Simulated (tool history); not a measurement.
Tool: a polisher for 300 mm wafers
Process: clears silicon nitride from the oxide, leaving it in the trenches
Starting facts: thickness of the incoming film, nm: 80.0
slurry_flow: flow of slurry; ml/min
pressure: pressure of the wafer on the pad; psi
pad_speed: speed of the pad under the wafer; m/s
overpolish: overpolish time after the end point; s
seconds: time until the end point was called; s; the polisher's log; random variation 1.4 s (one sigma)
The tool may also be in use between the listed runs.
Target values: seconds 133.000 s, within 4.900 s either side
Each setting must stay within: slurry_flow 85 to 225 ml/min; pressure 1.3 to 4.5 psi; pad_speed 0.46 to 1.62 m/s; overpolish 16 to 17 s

{"run": 1, "hour": 0.0, "slurry_flow": 145, "pressure": 2.9, "pad_speed": 1.04, "overpolish": 16, "seconds": 91.595}
{"run": 2, "hour": 5.2, "slurry_flow": 115, "pressure": 2.9, "pad_speed": 1.04, "overpolish": 16, "seconds": 96.217}
{"run": 3, "hour": 14.0, "slurry_flow": 135, "pressure": 2.9, "pad_speed": 1.04, "overpolish": 16, "seconds": 92.553}
{"run": 4, "hour": 17.6, "slurry_flow": 135, "pressure": 2.8, "pad_speed": 1.04, "overpolish": 16, "seconds": 96.11}
{"run": 5, "hour": 20.7, "slurry_flow": 135, "pressure": 2.8, "pad_speed": 1.04, "overpolish": 16, "seconds": 95.274}
{"run": 6, "hour": 25.8, "slurry_flow": 110, "pressure": 2.8, "pad_speed": 1.04, "overpolish": 16, "seconds": 98.351}
{"run": 7, "hour": 28.3, "slurry_flow": 110, "pressure": 2.7, "pad_speed": 1.04, "overpolish": 16, "seconds": 100.97}
{"run": 8, "hour": 36.1, "slurry_flow": 110, "pressure": 2.6, "pad_speed": 1.04, "overpolish": 16, "seconds": 105.76}
{"run": 9, "hour": 36.9, "slurry_flow": 110, "pressure": 2.5, "pad_speed": 1.04, "overpolish": 16, "seconds": 109.37}
{"run": 10, "hour": 45.8, "slurry_flow": 110, "pressure": 2.4, "pad_speed": 1.04, "overpolish": 16, "seconds": 111.41}
{"run": 11, "hour": 47.9, "slurry_flow": 110, "pressure": 2.3, "pad_speed": 1.04, "overpolish": 16, "seconds": 117.37}
{"run": 12, "hour": 54.4, "slurry_flow": 110, "pressure": 2.1, "pad_speed": 1.04, "overpolish": 16, "seconds": 124.31}

5 candidate next runs follow, results not yet known. Just one meets every target within its allowed miss. Identify it.
{"run": "A", "hour": 60.9, "slurry_flow": 110, "pressure": 2.2, "pad_speed": 1.0, "overpolish": 16, "seconds": "?"}
{"run": "B", "hour": 60.9, "slurry_flow": 95, "pressure": 2.3, "pad_speed": 1.06, "overpolish": 16, "seconds": "?"}
{"run": "C", "hour": 60.9, "slurry_flow": 125, "pressure": 2.1, "pad_speed": 0.94, "overpolish": 16, "seconds": "?"}
{"run": "D", "hour": 60.9, "slurry_flow": 110, "pressure": 1.9, "pad_speed": 1.36, "overpolish": 16, "seconds": "?"}
{"run": "E", "hour": 60.9, "slurry_flow": 115, "pressure": 2.3, "pad_speed": 0.98, "overpolish": 16, "seconds": "?"}

move=A seconds=121.240
move=B seconds=116.380
move=C seconds=128.180
move=D seconds=103.910
move=E seconds=117.770
A: moves away from the targets compared with the last run
B: moves away from the targets compared with the last run
C: all results land within tolerance of their targets
D: moves away from the targets compared with the last run
E: moves away from the targets compared with the last run
The right move is C.

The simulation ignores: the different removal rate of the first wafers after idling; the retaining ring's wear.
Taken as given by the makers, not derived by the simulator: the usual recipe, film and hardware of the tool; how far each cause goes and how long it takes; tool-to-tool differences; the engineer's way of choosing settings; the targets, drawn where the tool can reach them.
